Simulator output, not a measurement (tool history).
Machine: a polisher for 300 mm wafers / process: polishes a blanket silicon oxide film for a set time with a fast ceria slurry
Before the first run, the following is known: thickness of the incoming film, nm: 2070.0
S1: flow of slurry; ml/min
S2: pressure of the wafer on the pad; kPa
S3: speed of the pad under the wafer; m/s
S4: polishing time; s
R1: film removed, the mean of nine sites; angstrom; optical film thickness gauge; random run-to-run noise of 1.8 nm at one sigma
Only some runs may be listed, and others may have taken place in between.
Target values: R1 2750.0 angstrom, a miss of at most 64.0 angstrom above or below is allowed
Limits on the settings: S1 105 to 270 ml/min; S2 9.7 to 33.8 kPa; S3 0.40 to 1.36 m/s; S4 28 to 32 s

run  hour   S1    S2    S3  S4      R1
  1   0.0  175  21.4  0.88  32  4295.0
  2   7.0  165  18.6  0.88  32  3696.8
  3   9.1  155  17.2  0.88  32  3430.2
  4  11.6  155  17.2  1.02  32  3957.6
  5  18.6  145  15.2  1.02  32  3457.1
  6  27.4  145  15.2  1.02  32  3442.1
  7  35.7  145  15.2  1.02  32  3421.8
  8  37.5  135  14.5  1.02  32  3233.9
  9  45.2  125  13.8  1.02  32  3082.0
 10  53.0  120  13.1  1.02  32  2867.7
 11  58.6  115  13.1  1.02  32  2828.9

Which single option among these 4 for the next run brings every result within its allowed miss of target? Just one does.
  A  64.2  115  12.4  1.04  30   ?
  B  64.2  145  11.7  1.02  31   ?
  C  64.2  140  13.8  0.98  29   ?
  D  64.2  115  12.4  1.08  29   ?

move      R1
   A  2590.2
   B  2628.0
   C  2739.3
   D  2597.7
A: takes the biggest miss from the last run beyond its target
B: takes the biggest miss from the last run beyond its target
C: all results in spec
D: takes the biggest miss from the last run beyond its target
Correct choice: C, which meets every target

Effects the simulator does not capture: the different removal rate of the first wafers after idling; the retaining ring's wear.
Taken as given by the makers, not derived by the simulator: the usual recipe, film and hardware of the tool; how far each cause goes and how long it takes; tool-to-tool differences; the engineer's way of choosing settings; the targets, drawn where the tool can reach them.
